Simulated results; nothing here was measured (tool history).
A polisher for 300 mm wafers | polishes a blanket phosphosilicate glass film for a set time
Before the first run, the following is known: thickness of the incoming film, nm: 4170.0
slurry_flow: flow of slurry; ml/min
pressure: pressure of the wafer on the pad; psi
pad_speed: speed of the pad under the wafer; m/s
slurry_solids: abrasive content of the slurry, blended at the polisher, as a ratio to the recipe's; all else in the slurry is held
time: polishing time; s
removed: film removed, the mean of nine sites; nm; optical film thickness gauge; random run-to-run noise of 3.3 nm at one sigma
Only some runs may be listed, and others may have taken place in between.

run	day	slurry_flow	pressure	pad_speed	slurry_solids	time	removed
1	0.000	160	3.5	1.20	1.0	47	608.64
2	0.346	160	3.5	1.20	1.0	42	548.95
3	0.383	155	3.3	1.20	1.0	42	516.23
4	0.700	155	3.3	0.92	1.0	42	412.05
5	0.892	165	3.3	0.92	1.0	42	414.95
6	1.167	145	3.3	0.92	1.0	42	408.36
7	1.504	155	3.4	0.92	1.0	42	425.88

What does the tool deliver on the next run?
8	1.796	160	3.4	0.92	1.0	42	?

{"run 8": {"removed": 429.48}}

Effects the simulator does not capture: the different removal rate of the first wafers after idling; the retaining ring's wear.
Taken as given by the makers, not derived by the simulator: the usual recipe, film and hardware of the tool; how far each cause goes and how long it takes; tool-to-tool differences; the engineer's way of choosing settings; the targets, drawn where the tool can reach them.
